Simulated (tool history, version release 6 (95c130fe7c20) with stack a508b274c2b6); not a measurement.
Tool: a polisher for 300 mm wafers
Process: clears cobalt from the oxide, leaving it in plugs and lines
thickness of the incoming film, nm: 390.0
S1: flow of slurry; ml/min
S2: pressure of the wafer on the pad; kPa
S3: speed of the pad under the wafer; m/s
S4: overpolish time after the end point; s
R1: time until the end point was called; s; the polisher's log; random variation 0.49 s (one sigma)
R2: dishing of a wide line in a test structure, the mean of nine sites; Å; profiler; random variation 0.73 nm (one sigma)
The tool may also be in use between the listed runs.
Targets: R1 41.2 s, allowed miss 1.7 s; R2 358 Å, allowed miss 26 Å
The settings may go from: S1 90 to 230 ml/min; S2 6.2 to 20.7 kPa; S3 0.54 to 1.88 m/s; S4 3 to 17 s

run,day,S1,S2,S3,S4,R1,R2
1,0,150,13.1,1.2,9,61.794,354.35
2,0.246,150,13.8,1.2,8,59.761,339.45
3,0.433,155,14.5,1.2,7,57.952,321.52
4,0.467,175,14.5,1.2,7,55.907,321.47
5,0.829,180,15.2,1.2,7,54.296,328.43
6,0.912,180,15.2,1.2,9,53.764,395.13
7,0.988,180,15.9,1.2,8,51.866,372.41
8,1.171,180,16.5,1.2,8,48.678,399.59
9,1.3,180,17.2,1.2,7,47.591,358.74

Which of these 5 next moves meets every target?
A,1.429,200,16.5,1.04,8,?,?
B,1.429,205,20.7,1.1,6,?,?
C,1.429,170,17.9,1.06,7,?,?
D,1.429,200,14.5,1.2,8,?,?
E,1.429,180,16.5,1.04,10,?,?

move,R1,R2
A,54.469,364.42
B,41.684,359.32
C,50.786,349.43
D,55.134,361.58
E,55.29,414.05
A: further off than the last run
B: meets every target
C: further off than the last run
D: further off than the last run
E: further off than the last run
The right move is B.

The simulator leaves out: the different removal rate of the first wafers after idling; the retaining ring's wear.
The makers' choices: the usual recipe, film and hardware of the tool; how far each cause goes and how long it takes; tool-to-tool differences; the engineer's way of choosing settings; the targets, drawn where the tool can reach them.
